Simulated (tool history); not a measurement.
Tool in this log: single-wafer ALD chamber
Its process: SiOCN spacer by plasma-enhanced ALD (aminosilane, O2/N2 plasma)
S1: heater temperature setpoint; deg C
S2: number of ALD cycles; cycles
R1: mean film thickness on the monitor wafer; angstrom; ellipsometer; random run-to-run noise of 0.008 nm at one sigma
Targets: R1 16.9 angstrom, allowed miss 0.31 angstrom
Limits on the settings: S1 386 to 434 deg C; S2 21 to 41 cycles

Run 1, hour 0: S1 410 deg C, S2 31 cycles. Result: R1 18.644 angstrom.
Run 2, hour 1: S1 410 deg C, S2 27 cycles. Result: R1 16.298 angstrom.
Run 3, hour 4.7: S1 410 deg C, S2 29 cycles. Result: R1 17.698 angstrom.
Run 4, hour 7.3: S1 410 deg C, S2 32 cycles. Result: R1 19.485 angstrom.
Run 5, hour 15.4: S1 419 deg C, S2 32 cycles. Result: R1 18.816 angstrom.
Run 6, hour 17.7: S1 430 deg C, S2 32 cycles. Result: R1 18.107 angstrom.
Run 7, hour 26: S1 434 deg C, S2 29 cycles. Result: R1 16.194 angstrom.
Run 8, hour 31.5: S1 434 deg C, S2 29 cycles. Result: R1 16.18 angstrom.
Run 9, hour 33.6: S1 432 deg C, S2 29 cycles. Result: R1 16.327 angstrom.
Run 10, hour 36.7: S1 432 deg C, S2 29 cycles. Result: R1 16.202 angstrom.

Next run, 4 choices. One meets every target within its allowed miss, the rest don't. Which?
Run A, hour 39.8: S1 433 deg C, S2 29 cycles. Result: R1 ?.
Run B, hour 39.8: S1 434 deg C, S2 27 cycles. Result: R1 ?.
Run C, hour 39.8: S1 434 deg C, S2 29 cycles. Result: R1 ?.
Run D, hour 39.8: S1 432 deg C, S2 30 cycles. Result: R1 ?.

move      R1
   A   16.09
   B  14.923
   C  16.028
   D  16.708
A: lands further from the targets than the last run did
B: lands further from the targets than the last run did
C: lands further from the targets than the last run did
D: hits every target within its allowed miss
Correct choice: D, which meets every target
